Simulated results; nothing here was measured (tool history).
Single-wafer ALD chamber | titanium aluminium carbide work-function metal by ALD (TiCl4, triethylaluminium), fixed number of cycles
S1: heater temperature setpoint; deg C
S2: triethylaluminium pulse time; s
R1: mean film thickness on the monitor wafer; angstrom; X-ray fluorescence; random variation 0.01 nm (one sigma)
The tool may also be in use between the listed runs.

run  hour   S1    S2      R1
  1     0  325  7.88  22.307
  2   3.2  325  5.97   21.02
  3  10.1  321  5.97  20.726
  4  16.1  324   6.5  21.223
  5  22.8  324  5.17  20.005
  6  31.4  326  5.87  21.045
  7  38.5  329  6.19  21.495
  8    47  331  6.51   21.93
  9    52  333  6.77  22.313
 10  59.8  335  6.98  22.634
     66.1  -- thermocouple changed; heater temperature recalibrated
 11  66.1  337  7.17  22.553
 12    71  338  7.52  22.738

Forecast run 13:
 13  71.9  339  7.88   ?

{"run 13": {"R1": 23.272}}
